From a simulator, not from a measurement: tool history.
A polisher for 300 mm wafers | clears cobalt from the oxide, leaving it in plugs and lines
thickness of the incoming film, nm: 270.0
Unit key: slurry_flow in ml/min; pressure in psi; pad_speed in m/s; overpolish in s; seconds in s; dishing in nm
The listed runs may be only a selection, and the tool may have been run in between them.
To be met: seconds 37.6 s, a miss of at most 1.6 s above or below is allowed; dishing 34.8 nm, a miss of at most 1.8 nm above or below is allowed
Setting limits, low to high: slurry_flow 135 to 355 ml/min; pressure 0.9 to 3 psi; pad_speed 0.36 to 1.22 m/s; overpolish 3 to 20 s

run,day,slurry_flow,pressure,pad_speed,overpolish,seconds,dishing
1,0,225,1.9,0.78,10,56.562,30.532
2,0.258,225,1.9,0.78,13,56.096,35.813
3,0.425,225,2,0.78,12,54.686,35.141
4,0.692,225,1.7,0.78,12,63.384,32.489
5,1.008,225,1.9,0.78,11,57.807,33.15
6,1.142,255,1.9,0.78,11,55.307,33.449
7,1.488,260,2,0.78,10,54.402,32.503
8,1.667,260,2.1,0.78,10,51.815,33.747
9,2.012,260,2.2,0.78,9,47.812,31.416
10,2.317,260,2.3,0.78,9,47.711,32.333
11,2.629,265,2.4,0.78,9,44.598,32.488
12,2.858,265,2.5,0.78,9,43.402,34.757
13,3.15,265,2.5,0.78,9,42.91,34.15
14,3.392,270,2.7,0.78,8,40.692,34.271
15,3.738,270,2.7,0.78,8,40.832,33.285
16,3.812,275,2.7,0.78,8,40.66,33.423

Pick the move, out of 5, that brings all results within their allowed miss; only one does.
A,3.888,260,2.5,0.72,11,?,?
B,3.888,230,2.7,0.7,9,?,?
C,3.888,240,2.5,0.78,11,?,?
D,3.888,240,2.6,0.88,8,?,?
E,3.888,245,2.6,0.86,7,?,?

move,seconds,dishing
A,46.661,37.074
B,45.243,33.381
C,43.579,38.544
D,37.353,34.936
E,38.105,31.659
A: moves away from the targets compared with the last run
B: moves away from the targets compared with the last run
C: moves away from the targets compared with the last run
D: every result lands within tolerance
E: meets the target for the result that was furthest off, but another lies outside its allowed miss
Move D is the one to make.
